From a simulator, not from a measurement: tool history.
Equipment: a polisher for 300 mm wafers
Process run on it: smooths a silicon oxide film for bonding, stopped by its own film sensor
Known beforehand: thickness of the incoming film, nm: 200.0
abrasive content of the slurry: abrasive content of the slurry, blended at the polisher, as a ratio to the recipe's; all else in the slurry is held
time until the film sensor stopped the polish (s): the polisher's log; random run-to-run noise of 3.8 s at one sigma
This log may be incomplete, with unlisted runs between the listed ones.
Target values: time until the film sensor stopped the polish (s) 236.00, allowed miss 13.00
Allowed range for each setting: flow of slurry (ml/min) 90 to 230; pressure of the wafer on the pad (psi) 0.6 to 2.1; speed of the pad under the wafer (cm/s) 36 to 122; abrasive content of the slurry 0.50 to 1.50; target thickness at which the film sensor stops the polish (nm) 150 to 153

| run | hour | flow of slurry (ml/min) | pressure of the wafer on the pad (psi) | speed of the pad under the wafer (cm/s) | abrasive content of the slurry | target thickness at which the film sensor stops the polish (nm) | time until the film sensor stopped the polish (s) |
|---|---|---|---|---|---|---|---|
| 1 | 0.0 | 150 | 1.3 | 78 | 1.00 | 153 | 138.59 |
| 2 | 3.5 | 150 | 1.3 | 78 | 1.00 | 153 | 140.68 |
| 3 | 8.5 | 150 | 1.2 | 78 | 1.00 | 153 | 143.90 |
| 4 | 15.0 | 165 | 1.2 | 78 | 1.00 | 153 | 145.07 |
| 5 | 23.1 | 165 | 1.1 | 76 | 1.00 | 153 | 159.42 |
| 6 | 25.2 | 165 | 1.0 | 74 | 1.00 | 153 | 173.87 |
| 7 | 33.1 | 165 | 0.9 | 74 | 1.00 | 153 | 185.13 |
| 8 | 36.1 | 165 | 0.8 | 74 | 1.00 | 153 | 215.52 |
| 9 | 38.3 | 160 | 0.8 | 74 | 1.00 | 153 | 211.58 |
| 10 | 46.4 | 160 | 0.6 | 72 | 1.00 | 153 | 271.27 |
| 11 | 50.9 | 160 | 0.8 | 72 | 1.00 | 153 | 217.64 |
| 12 | 52.6 | 155 | 0.8 | 72 | 1.00 | 153 | 220.16 |
| 13 | 61.6 | 150 | 0.8 | 72 | 1.00 | 153 | 217.30 |

4 next moves are on the table. One of them brings every result within its allowed miss. Which?
| A | 70.6 | 140 | 1.1 | 64 | 1.00 | 151 | ? |
| B | 70.6 | 150 | 1.1 | 42 | 1.30 | 153 | ? |
| C | 70.6 | 145 | 0.9 | 66 | 1.05 | 153 | ? |
| D | 70.6 | 155 | 0.9 | 66 | 1.10 | 153 | ? |

| move | time until the film sensor stopped the polish (s) |
|---|---|
| A | 202.92 |
| B | 244.70 |
| C | 217.08 |
| D | 211.00 |
A: its largest miss is bigger than the last run's
B: every result lands within tolerance
C: no nearer and no further than the last run
D: its largest miss is bigger than the last run's
So the answer is move B, the one that meets all the targets.

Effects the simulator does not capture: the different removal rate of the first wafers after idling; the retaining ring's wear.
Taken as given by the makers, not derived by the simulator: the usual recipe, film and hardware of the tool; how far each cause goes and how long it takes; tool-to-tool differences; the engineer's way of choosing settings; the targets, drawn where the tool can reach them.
